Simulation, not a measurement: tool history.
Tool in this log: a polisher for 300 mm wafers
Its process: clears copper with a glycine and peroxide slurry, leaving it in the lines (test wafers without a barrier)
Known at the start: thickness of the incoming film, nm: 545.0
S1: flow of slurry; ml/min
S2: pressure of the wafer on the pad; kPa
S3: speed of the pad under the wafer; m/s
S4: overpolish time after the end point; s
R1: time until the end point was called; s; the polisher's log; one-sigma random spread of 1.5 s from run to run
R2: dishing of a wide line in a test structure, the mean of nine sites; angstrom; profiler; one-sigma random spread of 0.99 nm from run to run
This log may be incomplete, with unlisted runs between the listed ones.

run	hour	S1	S2	S3	S4	R1	R2
1	0	250	22.1	0.84	15	108.93	463.81
2	5.9	250	23.4	0.84	16	106.81	490.81
3	11.4	285	23.4	0.84	16	104.86	491.09
4	13.3	285	24.8	0.84	17	99.023	520.31
5	14.9	285	22.1	0.84	17	103.77	499.63
# hour 18.1: head pressure recalibrated
6	18.1	315	22.1	0.84	17	110.26	486.79

Run 7, settings as shown, results not yet in. Your forecast:
7	20.5	305	28.3	0.86	22	?	?

Run 7 gave R1 91.84 s, R2 664.43 angstrom.

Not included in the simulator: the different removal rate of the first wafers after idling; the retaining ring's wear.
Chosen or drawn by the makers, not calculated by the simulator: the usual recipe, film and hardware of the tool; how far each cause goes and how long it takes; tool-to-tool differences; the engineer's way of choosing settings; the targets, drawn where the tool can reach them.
